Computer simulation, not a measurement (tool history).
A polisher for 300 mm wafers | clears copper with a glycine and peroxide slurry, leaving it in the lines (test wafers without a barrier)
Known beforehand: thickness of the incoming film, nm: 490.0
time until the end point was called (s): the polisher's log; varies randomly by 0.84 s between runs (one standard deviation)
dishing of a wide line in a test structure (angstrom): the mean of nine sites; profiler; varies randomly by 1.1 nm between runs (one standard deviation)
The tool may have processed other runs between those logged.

run    day  flow of slurry (ml/min)  pressure of the wafer on the pad (kPa)  speed of the pad under the wafer (m/s)  overpolish time after the end point (s)  time until the end point was called (s)  dishing of a wide line in a test structure (angstrom)
  1  0.000                      265                                    13.8                                    1.26                                       20                                   88.123                                                 529.32
  2  0.283                      265                                    13.8                                    1.40                                       20                                   80.392                                                 563.89
  3  0.325                      265                                    13.8                                    1.22                                       20                                   90.196                                                 504.06
  4  0.392                      265                                    13.8                                    1.38                                       20                                   82.044                                                 551.13
  5  0.554                      265                                    12.4                                    1.38                                       20                                   88.503                                                 518.09
  6  0.921                      265                                    13.1                                    1.38                                       18                                   87.762                                                 497.48
  7  1.142                      265                                    13.8                                    1.38                                       16                                   80.599                                                 449.23
  8  1.258                      265                                    14.5                                    1.38                                       16                                   77.950                                                 492.29

Run 9 is up next; what results do you expect?
  9  1.629                      270                                    15.9                                    1.42                                       12                                        ?                                                      ?

{"run 9": {"time until the end point was called (s)": 70.052, "dishing of a wide line in a test structure (angstrom)": 432.38}}
